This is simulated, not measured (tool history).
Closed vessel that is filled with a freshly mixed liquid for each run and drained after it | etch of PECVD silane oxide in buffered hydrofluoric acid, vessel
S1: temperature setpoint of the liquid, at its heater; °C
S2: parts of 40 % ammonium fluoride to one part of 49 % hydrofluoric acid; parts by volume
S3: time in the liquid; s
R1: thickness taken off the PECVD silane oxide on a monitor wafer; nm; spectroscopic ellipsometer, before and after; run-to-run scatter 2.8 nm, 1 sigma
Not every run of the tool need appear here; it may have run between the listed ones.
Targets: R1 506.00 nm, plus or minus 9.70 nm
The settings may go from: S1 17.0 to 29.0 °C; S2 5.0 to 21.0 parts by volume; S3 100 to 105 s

run	day	S1	S2	S3	R1
1	0.000	21.0	13.0	100	164.24
2	0.083	22.0	12.0	100	187.36
3	0.404	22.0	12.0	100	189.21
4	0.442	23.0	11.0	100	216.52
5	0.729	24.0	10.0	100	248.11
6	0.971	24.0	10.0	100	252.56
7	1.271	24.5	9.5	100	267.46
8	1.325	25.0	9.0	100	280.98
9	1.583	25.0	9.0	100	282.34
10	1.838	25.5	8.5	100	312.86
11	1.942	26.0	8.0	100	339.62
12	2.096	26.0	8.0	100	339.56
13	2.179	26.5	7.5	100	377.27
14	2.529	29.0	5.5	100	566.80
15	2.888	28.0	5.5	100	536.41
16	2.933	27.5	5.5	100	527.03
# day 3.071: thermometer replaced
17	3.071	27.0	5.5	100	549.02
18	3.362	24.0	5.5	100	469.16
19	3.454	24.5	5.5	100	483.93

Below are 4 possible settings for the next run. Only one of them brings all results inside the allowed miss of their targets. Which is it?
A	3.546	25.5	5.5	105	?
B	3.546	29.0	7.0	105	?
C	3.546	26.5	5.5	100	?
D	3.546	25.5	5.5	100	?

move	R1
A	535.34
B	524.41
C	537.96
D	509.85
A: takes the biggest miss from the last run beyond its target
B: takes the biggest miss from the last run beyond its target
C: takes the biggest miss from the last run beyond its target
D: all results in spec
D meets every target.

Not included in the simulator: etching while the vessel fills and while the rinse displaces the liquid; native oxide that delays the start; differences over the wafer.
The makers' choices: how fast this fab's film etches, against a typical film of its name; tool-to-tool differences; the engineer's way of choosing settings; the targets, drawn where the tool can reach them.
